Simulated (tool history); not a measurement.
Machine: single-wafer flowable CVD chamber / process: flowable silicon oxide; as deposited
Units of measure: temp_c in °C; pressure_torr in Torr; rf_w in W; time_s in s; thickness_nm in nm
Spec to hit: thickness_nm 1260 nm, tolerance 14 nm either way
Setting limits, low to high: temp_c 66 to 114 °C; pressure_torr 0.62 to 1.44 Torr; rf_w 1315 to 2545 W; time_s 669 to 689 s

run 1 hour=0 | temp_c=90 pressure_torr=1.03 rf_w=1930 time_s=669 | thickness_nm=807.95
run 2 hour=2.4 | temp_c=87 pressure_torr=1.03 rf_w=1930 time_s=669 | thickness_nm=875.47
run 3 hour=9.8 | temp_c=85 pressure_torr=1.03 rf_w=1930 time_s=669 | thickness_nm=920.61
run 4 hour=11.4 | temp_c=83 pressure_torr=1.03 rf_w=1930 time_s=669 | thickness_nm=963.21
run 5 hour=15.3 | temp_c=83 pressure_torr=1.19 rf_w=1930 time_s=669 | thickness_nm=1104.1
run 6 hour=20.2 | temp_c=82 pressure_torr=1.19 rf_w=1930 time_s=669 | thickness_nm=1139.6
run 7 hour=23.2 | temp_c=81 pressure_torr=1.19 rf_w=1930 time_s=669 | thickness_nm=1170.5
run 8 hour=30.3 | temp_c=80 pressure_torr=1.19 rf_w=1930 time_s=669 | thickness_nm=1197.9
run 9 hour=32.2 | temp_c=79 pressure_torr=1.19 rf_w=1930 time_s=669 | thickness_nm=1237.3

Which of these 5 next moves meets every target?
run A hour=34.1 | temp_c=82 pressure_torr=1.3 rf_w=1785 time_s=669 | thickness_nm=?
run B hour=34.1 | temp_c=83 pressure_torr=1.36 rf_w=2020 time_s=678 | thickness_nm=?
run C hour=34.1 | temp_c=75 pressure_torr=1.09 rf_w=1815 time_s=672 | thickness_nm=?
run D hour=34.1 | temp_c=82 pressure_torr=1.3 rf_w=1930 time_s=679 | thickness_nm=?
run E hour=34.1 | temp_c=85 pressure_torr=1.41 rf_w=1785 time_s=669 | thickness_nm=?

move=A thickness_nm=1206.9
move=B thickness_nm=1288.8
move=C thickness_nm=1229.2
move=D thickness_nm=1256.9
move=E thickness_nm=1196.4
A: misses by more than the last run did
B: takes the result that was furthest off past its target
C: misses by more than the last run did
D: meets every target
E: misses by more than the last run did
Go with D: it meets all targets.

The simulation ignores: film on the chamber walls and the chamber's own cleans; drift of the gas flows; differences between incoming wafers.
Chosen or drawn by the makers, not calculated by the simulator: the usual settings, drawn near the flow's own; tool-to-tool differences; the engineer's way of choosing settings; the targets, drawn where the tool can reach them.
